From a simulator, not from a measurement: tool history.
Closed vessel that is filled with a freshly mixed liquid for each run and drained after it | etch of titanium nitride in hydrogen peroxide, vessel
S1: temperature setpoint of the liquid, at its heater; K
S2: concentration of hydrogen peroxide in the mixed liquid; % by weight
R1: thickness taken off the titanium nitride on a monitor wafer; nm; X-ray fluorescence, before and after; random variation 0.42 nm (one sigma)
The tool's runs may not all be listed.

{"run": 1, "hour": 0.0, "S1": 327.15, "S2": 26.0, "time in the liquid (s)": 470, "R1": 21.602}
{"run": 2, "hour": 2.4, "S1": 327.15, "S2": 26.0, "time in the liquid (s)": 470, "R1": 21.781}
{"run": 3, "hour": 4.0, "S1": 327.15, "S2": 24.0, "time in the liquid (s)": 470, "R1": 21.436}
{"run": 4, "hour": 13.1, "S1": 327.15, "S2": 24.0, "time in the liquid (s)": 365, "R1": 16.597}
{"run": 5, "hour": 21.9, "S1": 327.15, "S2": 28.0, "time in the liquid (s)": 365, "R1": 17.004}
{"run": 6, "hour": 24.7, "S1": 329.15, "S2": 27.0, "time in the liquid (s)": 380, "R1": 20.347}
{"run": 7, "hour": 29.9, "S1": 330.65, "S2": 27.5, "time in the liquid (s)": 395, "R1": 23.505}
{"run": 8, "hour": 33.5, "S1": 332.15, "S2": 28.0, "time in the liquid (s)": 405, "R1": 27.476}
{"run": 9, "hour": 41.4, "S1": 333.15, "S2": 28.0, "time in the liquid (s)": 410, "R1": 29.651}
{"run": 10, "hour": 50.7, "S1": 333.15, "S2": 28.0, "time in the liquid (s)": 410, "R1": 28.732}
{"run": 11, "hour": 51.9, "S1": 334.15, "S2": 28.5, "time in the liquid (s)": 420, "R1": 32.012}
{"run": 12, "hour": 58.6, "S1": 335.15, "S2": 28.5, "time in the liquid (s)": 430, "R1": 35.294}
{"run": 13, "hour": 64.2, "S1": 335.15, "S2": 28.5, "time in the liquid (s)": 430, "R1": 35.394}
{"run": 14, "hour": 67.3, "S1": 335.65, "S2": 28.5, "time in the liquid (s)": 435, "R1": 37.172}
{"run": 15, "hour": 75.0, "S1": 336.15, "S2": 28.5, "time in the liquid (s)": 440, "R1": 38.492}
{"run": 16, "hour": 80.0, "S1": 336.65, "S2": 28.5, "time in the liquid (s)": 445, "R1": 40.737}
{"run": 17, "hour": 86.2, "S1": 337.15, "S2": 28.5, "time in the liquid (s)": 445, "R1": 41.458}
{"run": 18, "hour": 88.2, "S1": 337.65, "S2": 28.5, "time in the liquid (s)": 450, "R1": 44.367}

Forecast run 19:
{"run": 19, "hour": 91.3, "S1": 338.65, "S2": 28.5, "time in the liquid (s)": 450, "R1": "?"}

Run 19 gave R1 46.400 nm.
